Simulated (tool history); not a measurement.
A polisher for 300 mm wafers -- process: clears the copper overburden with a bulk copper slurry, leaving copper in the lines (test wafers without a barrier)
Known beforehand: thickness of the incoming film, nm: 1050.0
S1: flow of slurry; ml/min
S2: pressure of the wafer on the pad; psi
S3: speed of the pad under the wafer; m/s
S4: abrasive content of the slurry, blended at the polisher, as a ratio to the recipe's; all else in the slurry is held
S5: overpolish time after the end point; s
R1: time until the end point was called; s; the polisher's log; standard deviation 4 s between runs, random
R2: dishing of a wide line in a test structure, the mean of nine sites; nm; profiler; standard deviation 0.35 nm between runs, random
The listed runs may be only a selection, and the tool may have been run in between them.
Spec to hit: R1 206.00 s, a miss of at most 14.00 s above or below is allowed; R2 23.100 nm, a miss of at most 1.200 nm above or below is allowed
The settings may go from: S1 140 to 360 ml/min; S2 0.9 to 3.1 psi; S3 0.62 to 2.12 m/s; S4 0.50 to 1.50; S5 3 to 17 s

{"run": 1, "hour": 0.0, "S1": 230, "S2": 2.0, "S3": 1.36, "S4": 1.0, "S5": 9, "R1": 127.02, "R2": 34.049}
{"run": 2, "hour": 3.4, "S1": 175, "S2": 2.0, "S3": 1.36, "S4": 1.0, "S5": 9, "R1": 127.89, "R2": 32.905}
{"run": 3, "hour": 7.7, "S1": 175, "S2": 2.0, "S3": 1.12, "S4": 1.0, "S5": 9, "R1": 152.93, "R2": 30.34}
{"run": 4, "hour": 14.4, "S1": 175, "S2": 2.0, "S3": 1.12, "S4": 1.0, "S5": 11, "R1": 154.41, "R2": 33.229}
{"run": 5, "hour": 22.9, "S1": 175, "S2": 2.2, "S3": 1.12, "S4": 1.0, "S5": 11, "R1": 141.52, "R2": 34.708}
{"run": 6, "hour": 29.7, "S1": 175, "S2": 2.2, "S3": 1.26, "S4": 1.0, "S5": 11, "R1": 127.38, "R2": 36.374}
{"run": 7, "hour": 30.8, "S1": 175, "S2": 2.1, "S3": 1.26, "S4": 1.0, "S5": 11, "R1": 132.5, "R2": 34.365}
{"run": 8, "hour": 37.6, "S1": 170, "S2": 2.0, "S3": 1.26, "S4": 1.0, "S5": 11, "R1": 139.93, "R2": 34.457}
{"run": 9, "hour": 40.5, "S1": 170, "S2": 1.9, "S3": 1.26, "S4": 1.0, "S5": 11, "R1": 143.85, "R2": 34.487}
{"run": 10, "hour": 47.6, "S1": 170, "S2": 1.8, "S3": 1.24, "S4": 1.0, "S5": 10, "R1": 150.69, "R2": 31.883}
{"run": 11, "hour": 49.5, "S1": 170, "S2": 1.7, "S3": 1.22, "S4": 1.0, "S5": 10, "R1": 167.56, "R2": 30.824}
{"run": 12, "hour": 55.4, "S1": 165, "S2": 1.5, "S3": 1.2, "S4": 1.0, "S5": 7, "R1": 182.64, "R2": 23.293}

Which one of the following 5 next-run settings gets every result inside its allowed miss? There is exactly one.
{"run": "A", "hour": 61.3, "S1": 145, "S2": 1.2, "S3": 1.54, "S4": 1.0, "S5": 7, "R1": "?", "R2": "?"}
{"run": "B", "hour": 61.3, "S1": 180, "S2": 1.5, "S3": 1.3, "S4": 0.9, "S5": 7, "R1": "?", "R2": "?"}
{"run": "C", "hour": 61.3, "S1": 140, "S2": 1.8, "S3": 1.32, "S4": 0.8, "S5": 6, "R1": "?", "R2": "?"}
{"run": "D", "hour": 61.3, "S1": 160, "S2": 1.7, "S3": 0.96, "S4": 0.95, "S5": 8, "R1": "?", "R2": "?"}
{"run": "E", "hour": 61.3, "S1": 145, "S2": 1.2, "S3": 1.28, "S4": 1.05, "S5": 10, "R1": "?", "R2": "?"}

move=A R1=184.71 R2=23.060
move=B R1=178.87 R2=23.750
move=C R1=165.21 R2=22.746
move=D R1=213.38 R2=23.193
move=E R1=215.83 R2=26.122
A: an improvement on the last run, though not all results are within tolerance
B: lands further from the targets than the last run did
C: lands further from the targets than the last run did
D: in spec on every target
E: corrects the largest miss of the last run, while another result sits out of spec
So the answer is move D, the one that meets all the targets.
